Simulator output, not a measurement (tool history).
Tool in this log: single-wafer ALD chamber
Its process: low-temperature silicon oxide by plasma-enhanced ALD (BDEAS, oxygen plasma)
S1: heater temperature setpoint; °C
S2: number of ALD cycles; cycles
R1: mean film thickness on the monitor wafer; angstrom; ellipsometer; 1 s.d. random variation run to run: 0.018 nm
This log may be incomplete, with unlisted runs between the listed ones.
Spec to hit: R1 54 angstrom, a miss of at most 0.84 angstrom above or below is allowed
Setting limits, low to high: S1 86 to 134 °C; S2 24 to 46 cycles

run 1 day=0 | S1=110 S2=35 | R1=47.408
run 2 day=0.371 | S1=120 S2=35 | R1=46.605
run 3 day=0.579 | S1=118 S2=36 | R1=48.333
run 4 day=0.829 | S1=116 S2=37 | R1=49.878
run 5 day=0.875 | S1=115 S2=38 | R1=51.197
run 6 day=0.933 | S1=115 S2=42 | R1=56.371
run 7 day=1.017 | S1=116 S2=42 | R1=56.495
run 8 day=1.15 | S1=117 S2=42 | R1=56.191
run 9 day=1.383 | S1=118 S2=42 | R1=56.015
run 10 day=1.625 | S1=120 S2=42 | R1=55.953
run 11 day=1.812 | S1=121 S2=42 | R1=55.8
run 12 day=1.996 | S1=122 S2=42 | R1=55.799
run 13 day=2.046 | S1=123 S2=42 | R1=55.472
run 14 day=2.146 | S1=124 S2=42 | R1=55.719

Of the 5 settings listed for the next run, only one would bring every result within its allowed miss of target. Which one?
run A day=2.246 | S1=116 S2=40 | R1=?
run B day=2.246 | S1=122 S2=43 | R1=?
run C day=2.246 | S1=133 S2=44 | R1=?
run D day=2.246 | S1=128 S2=43 | R1=?
run E day=2.246 | S1=127 S2=43 | R1=?

move=A R1=53.836
move=B R1=57.137
move=C R1=57.083
move=D R1=56.4
move=E R1=56.522
A: every result within its allowed miss
B: its largest miss is bigger than the last run's
C: its largest miss is bigger than the last run's
D: its largest miss is bigger than the last run's
E: its largest miss is bigger than the last run's
Correct choice: A, which meets every target
